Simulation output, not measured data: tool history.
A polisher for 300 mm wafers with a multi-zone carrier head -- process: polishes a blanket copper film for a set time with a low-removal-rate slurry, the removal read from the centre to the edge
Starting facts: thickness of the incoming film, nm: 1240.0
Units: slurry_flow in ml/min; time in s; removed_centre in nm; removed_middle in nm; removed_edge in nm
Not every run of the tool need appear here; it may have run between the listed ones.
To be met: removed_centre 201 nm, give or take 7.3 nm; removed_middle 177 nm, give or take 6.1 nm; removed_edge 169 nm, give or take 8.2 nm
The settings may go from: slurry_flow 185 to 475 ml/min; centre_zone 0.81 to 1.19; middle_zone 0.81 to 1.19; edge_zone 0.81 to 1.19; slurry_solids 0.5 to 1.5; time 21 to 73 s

run,hour,slurry_flow,centre_zone,middle_zone,edge_zone,slurry_solids,time,removed_centre,removed_middle,removed_edge
1,0,305,1,1,1,1,47,139.23,133.7,135.81
2,6.2,310,1.03,1.02,1.01,1.1,48,151.33,142.34,141.86
3,13.8,310,1.03,1.1,1.01,1.1,48,150.25,149.53,141.83
4,17.9,310,1.03,1.1,1.01,1.2,48,157.6,151.92,144.59
5,25.4,345,1.03,1.1,1.01,1.2,48,157.1,152.62,144.73
6,32.3,345,0.96,1.1,1.01,1.2,48,147.04,152.61,148.8
7,36.1,345,0.98,1.1,1.02,1.25,49,154.95,157.66,153.52
8,38.5,345,1,1.1,1.03,1.3,49,159.55,155.82,153.65
9,40.2,345,1.02,1.11,1.03,1.35,50,162.79,167.49,157.56
10,46.1,350,1.05,1.09,1.03,1.35,51,172.7,164.37,162.98
11,53,350,1.07,1.1,1.03,1.4,51,178.22,172.12,161.71
12,56.9,355,1.09,1.09,1.03,1.4,51,182.78,167.88,163.88
13,57.5,355,1.1,1.09,1.03,1.4,51,181.49,166.7,160.58
14,65.7,355,1.11,1.09,1.03,1.4,51,187.05,168.34,157.13
15,72.3,355,1.11,1.09,1.04,1.4,51,184.8,169.62,163.23

Next run, 5 choices. One meets every target within its allowed miss, the rest don't. Which?
A,78.9,435,1.05,1.11,0.88,1.5,52,?,?,?
B,78.9,330,1.15,1.11,1.01,1.5,53,?,?,?
C,78.9,340,1.05,1.13,1.04,1.5,52,?,?,?
D,78.9,350,1.15,1.03,1.1,1.4,52,?,?,?
E,78.9,250,1.03,1.19,1.02,1.4,55,?,?,?

move,removed_centre,removed_middle,removed_edge
A,183.86,180.41,157.6
B,200.69,180.1,167.8
C,180.34,179.45,167.08
D,194.71,165.87,169.21
E,178.71,188.57,168.73
A: lands further from the targets than the last run did
B: meets every target
C: lands further from the targets than the last run did
D: puts the biggest miss on target and leaves a different result outside tolerance
E: lands further from the targets than the last run did
Move B is the one to make.
